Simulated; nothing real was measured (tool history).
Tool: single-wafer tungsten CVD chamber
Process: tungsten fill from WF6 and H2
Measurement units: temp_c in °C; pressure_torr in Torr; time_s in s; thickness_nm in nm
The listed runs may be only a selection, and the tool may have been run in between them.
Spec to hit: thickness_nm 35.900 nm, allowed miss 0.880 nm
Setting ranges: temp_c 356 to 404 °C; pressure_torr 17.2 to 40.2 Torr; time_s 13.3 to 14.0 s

run	hour	temp_c	pressure_torr	time_s	thickness_nm
1	0.0	380	28.7	14.0	29.574
2	2.1	371	28.7	14.0	25.218
3	9.8	375	28.8	14.0	27.057
4	13.6	375	26.8	14.0	26.004
5	19.7	375	26.8	14.0	25.899
6	20.5	367	26.8	14.0	22.205
7	27.7	372	26.9	14.0	24.550
8	33.3	376	27.0	14.0	26.348
9	36.1	379	27.1	14.0	28.074
10	40.9	391	27.6	14.0	34.824

Below are 4 possible settings for the next run. Only one of them brings all results inside the allowed miss of their targets. Which is it?
A	45.7	394	28.1	13.6	?
B	45.7	389	27.7	13.8	?
C	45.7	392	24.8	14.0	?
D	45.7	387	29.3	13.6	?

move	thickness_nm
A	36.157
B	33.397
C	33.168
D	32.941
A: in spec on every target
B: moves away from the targets compared with the last run
C: moves away from the targets compared with the last run
D: moves away from the targets compared with the last run
The move that meets every target is A.
